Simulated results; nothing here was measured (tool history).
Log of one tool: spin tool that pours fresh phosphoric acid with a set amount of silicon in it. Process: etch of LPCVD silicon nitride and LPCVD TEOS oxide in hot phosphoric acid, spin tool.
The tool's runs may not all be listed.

run	day	temperature setpoint of the liquid (K)	silicon dissolved in the acid as it is poured (mg a litre)	time under the liquid (s)	thickness taken off the LPCVD silicon nitride on a monitor wafer (nm)	thickness taken off the LPCVD TEOS oxide on a monitor wafer (nm)
1	0.000	434.15	13.0	50	4.0027	0.050849
2	0.175	433.65	10.0	50	4.0251	0.133390
3	0.500	433.15	11.5	50	3.9371	0.051522
4	0.754	433.15	10.5	50	3.9150	0.078035
5	1.100	432.65	10.0	50	3.8660	0.099299
6	1.200	432.15	10.5	50	3.8459	0.085076
7	1.296	431.15	9.5	40	2.9270	0.054195
8	1.433	431.65	9.5	40	2.9261	0.084575
9	1.746	432.15	10.0	40	3.0062	0.072736

Run 10 comes next. What will it give?
10	1.879	432.65	10.5	40	?	?

Run 10 gave thickness taken off the LPCVD silicon nitride on a monitor wafer (nm) 3.0602, thickness taken off the LPCVD TEOS oxide on a monitor wafer (nm) 0.062370.
